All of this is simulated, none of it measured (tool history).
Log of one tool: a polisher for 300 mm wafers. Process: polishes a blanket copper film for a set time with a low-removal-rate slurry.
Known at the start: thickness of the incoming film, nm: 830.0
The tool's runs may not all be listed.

run,day,flow of slurry (ml/min),pressure of the wafer on the pad (psi),speed of the pad under the wafer (cm/s),abrasive content of the slurry,polishing time (s),film removed (nm)
1,0.000,245,2.7,110,1.0,48,161.45
2,0.075,245,3.3,110,1.0,48,180.96
3,0.383,245,3.3,110,1.0,48,183.61
4,0.758,245,3.3,128,1.0,48,208.41
5,0.971,245,3.3,128,1.1,48,207.39
6,1.146,245,2.7,126,1.1,48,181.33

Forecast run 7:
7,1.188,240,2.0,120,1.1,48,?

Run 7 gave film removed (nm) 143.88.

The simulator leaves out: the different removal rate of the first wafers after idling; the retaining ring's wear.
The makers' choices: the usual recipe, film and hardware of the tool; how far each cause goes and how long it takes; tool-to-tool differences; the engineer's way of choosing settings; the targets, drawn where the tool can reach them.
